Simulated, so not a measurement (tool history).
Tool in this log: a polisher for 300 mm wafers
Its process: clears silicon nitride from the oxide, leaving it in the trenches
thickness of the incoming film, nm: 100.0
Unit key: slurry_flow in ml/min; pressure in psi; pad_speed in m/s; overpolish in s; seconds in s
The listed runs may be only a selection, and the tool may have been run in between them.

run	hour	slurry_flow	pressure	pad_speed	overpolish	seconds
1	0.0	295	3.1	1.04	5	112.430
2	1.0	295	2.9	1.04	5	118.280
3	9.3	295	2.9	1.04	4	119.620
4	12.2	295	2.9	1.18	4	106.300
# hour 17.8: worn pad replaced by a new one
5	17.8	295	3.3	1.18	4	84.601
6	23.0	335	3.3	1.18	4	83.040
7	30.7	310	3.0	1.18	4	91.033
8	35.4	310	3.0	1.18	4	94.042
9	43.2	285	2.8	1.18	4	99.900
10	51.8	285	2.5	1.18	4	111.120
11	54.1	270	2.3	1.18	4	119.640
12	62.0	260	2.2	1.18	4	128.030
13	69.7	245	2.1	1.18	4	133.730
14	71.7	235	2.1	1.18	4	133.790

Run 15 comes next. What will it give?
15	80.3	235	1.8	1.18	4	?

Run 15 measured seconds 155.680 s.
